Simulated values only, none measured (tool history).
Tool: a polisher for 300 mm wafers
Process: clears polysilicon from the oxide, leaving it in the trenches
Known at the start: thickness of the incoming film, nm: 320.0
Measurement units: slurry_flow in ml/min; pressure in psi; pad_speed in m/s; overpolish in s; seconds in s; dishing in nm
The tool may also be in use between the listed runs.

| run | hour | slurry_flow | pressure | pad_speed | overpolish | seconds | dishing |
|---|---|---|---|---|---|---|---|
| 1 | 0.0 | 165 | 1.7 | 0.96 | 10 | 37.941 | 52.225 |
| 2 | 7.7 | 165 | 1.7 | 1.06 | 10 | 34.551 | 53.547 |
| 3 | 9.6 | 125 | 1.7 | 1.06 | 10 | 35.694 | 53.072 |
| 4 | 11.6 | 125 | 1.6 | 1.06 | 10 | 36.744 | 51.760 |
| 5 | 16.8 | 125 | 1.5 | 1.06 | 10 | 38.950 | 50.659 |
| 6 | 19.4 | 125 | 1.4 | 1.06 | 10 | 40.945 | 47.626 |
| 7 | 27.8 | 125 | 1.3 | 1.06 | 11 | 43.330 | 48.808 |
| 8 | 29.1 | 125 | 1.2 | 1.06 | 11 | 46.521 | 47.438 |

What does the tool deliver on the next run?
| 9 | 34.6 | 125 | 1.2 | 1.06 | 11 | ? | ? |

seconds: 46.659 s
dishing: 47.908 nm
